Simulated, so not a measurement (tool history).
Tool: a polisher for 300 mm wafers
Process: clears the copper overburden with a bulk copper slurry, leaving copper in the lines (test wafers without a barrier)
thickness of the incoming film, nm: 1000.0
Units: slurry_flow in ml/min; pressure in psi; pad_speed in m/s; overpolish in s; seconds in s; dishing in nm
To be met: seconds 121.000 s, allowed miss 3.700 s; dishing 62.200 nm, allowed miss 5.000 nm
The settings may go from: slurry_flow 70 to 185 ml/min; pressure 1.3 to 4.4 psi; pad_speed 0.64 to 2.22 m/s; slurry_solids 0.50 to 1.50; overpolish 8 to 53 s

run  hour  slurry_flow  pressure  pad_speed  slurry_solids  overpolish  seconds  dishing
  1   0.0          120       2.8       1.42           1.00          27   79.196   93.234
  2   5.8          130       2.8       1.42           1.00          27   77.602   89.673
  3   7.5          130       2.6       1.42           1.00          25   84.208   90.342
  4  15.5          130       2.6       1.42           1.00          20   82.611   83.682
  5  20.4          130       2.6       1.66           1.00          20   71.823   86.679
  6  29.4          130       2.6       1.66           1.00          26   72.164   92.522
  7  37.5          135       2.5       1.64           1.00          24   73.390   83.820
  8  40.5          105       1.7       1.62           1.00          14  114.500   58.462
  9  45.7          105       1.7       1.62           1.00          15  112.860   60.954
 10  50.1          105       1.7       1.62           1.00          16  114.220   62.664

Which of these 4 next moves meets every target?
  A  54.5          110       1.5       1.60           0.95          20        ?        ?
  B  54.5          105       1.7       1.54           0.95          28        ?        ?
  C  54.5          115       1.7       1.58           1.05          19        ?        ?
  D  54.5          125       1.6       1.46           1.25          19        ?        ?

move  seconds  dishing
   A  130.110   60.513
   B  120.880   71.316
   C  112.660   64.482
   D  120.820   61.926
A: takes the result that was furthest off past its target
B: brings the result that was furthest off to its target, and leaves another outside
C: further off than the last run
D: meets every target
Move D is the one to make.

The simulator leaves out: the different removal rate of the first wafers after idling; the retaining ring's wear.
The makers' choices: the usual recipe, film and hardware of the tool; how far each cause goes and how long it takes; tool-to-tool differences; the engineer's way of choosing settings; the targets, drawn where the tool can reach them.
